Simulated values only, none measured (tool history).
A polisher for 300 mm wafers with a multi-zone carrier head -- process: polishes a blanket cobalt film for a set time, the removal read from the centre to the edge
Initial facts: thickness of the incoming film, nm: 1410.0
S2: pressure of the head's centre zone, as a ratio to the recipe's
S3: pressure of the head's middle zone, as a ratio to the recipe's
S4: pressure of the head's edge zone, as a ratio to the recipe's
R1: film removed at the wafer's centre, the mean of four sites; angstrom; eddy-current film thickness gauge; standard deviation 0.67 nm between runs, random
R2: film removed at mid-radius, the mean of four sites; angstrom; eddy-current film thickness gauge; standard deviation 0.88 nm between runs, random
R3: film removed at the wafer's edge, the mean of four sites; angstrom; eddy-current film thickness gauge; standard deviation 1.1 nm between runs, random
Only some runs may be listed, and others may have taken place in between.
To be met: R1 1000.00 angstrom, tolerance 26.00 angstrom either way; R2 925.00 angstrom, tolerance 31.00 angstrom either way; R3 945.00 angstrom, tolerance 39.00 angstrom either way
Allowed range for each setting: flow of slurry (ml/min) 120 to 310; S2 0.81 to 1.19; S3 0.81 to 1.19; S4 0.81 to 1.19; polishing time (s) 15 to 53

Run 1, day 0.000: flow of slurry (ml/min) 200, S2 1.00, S3 1.00, S4 1.00, polishing time (s) 34. Result: R1 1493.20 angstrom, R2 1438.30 angstrom, R3 1419.00 angstrom.
Run 2, day 0.329: flow of slurry (ml/min) 200, S2 1.00, S3 1.00, S4 1.00, polishing time (s) 40. Result: R1 1752.50 angstrom, R2 1710.20 angstrom, R3 1653.30 angstrom.
Run 3, day 0.475: flow of slurry (ml/min) 200, S2 1.06, S3 1.00, S4 1.00, polishing time (s) 40. Result: R1 1855.20 angstrom, R2 1699.60 angstrom, R3 1662.40 angstrom.
Run 4, day 0.633: flow of slurry (ml/min) 195, S2 1.04, S3 0.98, S4 0.97, polishing time (s) 37. Result: R1 1662.40 angstrom, R2 1545.90 angstrom, R3 1479.50 angstrom.
Run 5, day 0.796: flow of slurry (ml/min) 190, S2 1.02, S3 0.95, S4 0.96, polishing time (s) 34. Result: R1 1509.20 angstrom, R2 1374.60 angstrom, R3 1386.50 angstrom.
Run 6, day 0.833: flow of slurry (ml/min) 190, S2 1.02, S3 0.95, S4 1.00, polishing time (s) 34. Result: R1 1505.30 angstrom, R2 1402.00 angstrom, R3 1392.30 angstrom.
Run 7, day 1.100: flow of slurry (ml/min) 185, S2 1.01, S3 0.94, S4 0.98, polishing time (s) 32. Result: R1 1410.00 angstrom, R2 1282.60 angstrom, R3 1293.30 angstrom.
Run 8, day 1.283: flow of slurry (ml/min) 175, S2 0.99, S3 0.93, S4 0.96, polishing time (s) 30. Result: R1 1267.80 angstrom, R2 1201.60 angstrom, R3 1181.90 angstrom.
Run 9, day 1.392: flow of slurry (ml/min) 175, S2 0.98, S3 0.91, S4 0.95, polishing time (s) 29. Result: R1 1212.10 angstrom, R2 1154.40 angstrom, R3 1154.40 angstrom.
Run 10, day 1.500: flow of slurry (ml/min) 155, S2 0.98, S3 0.84, S4 0.86, polishing time (s) 22. Result: R1 899.65 angstrom, R2 781.93 angstrom, R3 809.64 angstrom.

Consider the 5 candidate settings below. Which is the only one whose results all fall within their allowed miss of target?
Run A, day 1.608: flow of slurry (ml/min) 160, S2 0.86, S3 1.03, S4 0.93, polishing time (s) 22. Result: R1 ?, R2 ?, R3 ?.
Run B, day 1.608: flow of slurry (ml/min) 135, S2 0.82, S3 0.90, S4 0.93, polishing time (s) 24. Result: R1 ?, R2 ?, R3 ?.
Run C, day 1.608: flow of slurry (ml/min) 180, S2 0.92, S3 0.82, S4 0.82, polishing time (s) 25. Result: R1 ?, R2 ?, R3 ?.
Run D, day 1.608: flow of slurry (ml/min) 165, S2 1.07, S3 0.94, S4 0.81, polishing time (s) 23. Result: R1 ?, R2 ?, R3 ?.
Run E, day 1.608: flow of slurry (ml/min) 125, S2 0.93, S3 0.99, S4 0.82, polishing time (s) 26. Result: R1 ?, R2 ?, R3 ?.

move       R1       R2      R3
   A   801.62   934.64  867.20
   B   799.88   895.04  921.49
   C   994.07   932.73  948.50
   D  1035.80   922.87  856.55
   E   952.69  1012.60  928.69
A: gets the furthest-off result to its target, but another result is out of tolerance
B: gets the furthest-off result to its target, but another result is out of tolerance
C: in spec on every target
D: gets the furthest-off result to its target, but another result is out of tolerance
E: takes the result that was furthest off past its target
Answer: C

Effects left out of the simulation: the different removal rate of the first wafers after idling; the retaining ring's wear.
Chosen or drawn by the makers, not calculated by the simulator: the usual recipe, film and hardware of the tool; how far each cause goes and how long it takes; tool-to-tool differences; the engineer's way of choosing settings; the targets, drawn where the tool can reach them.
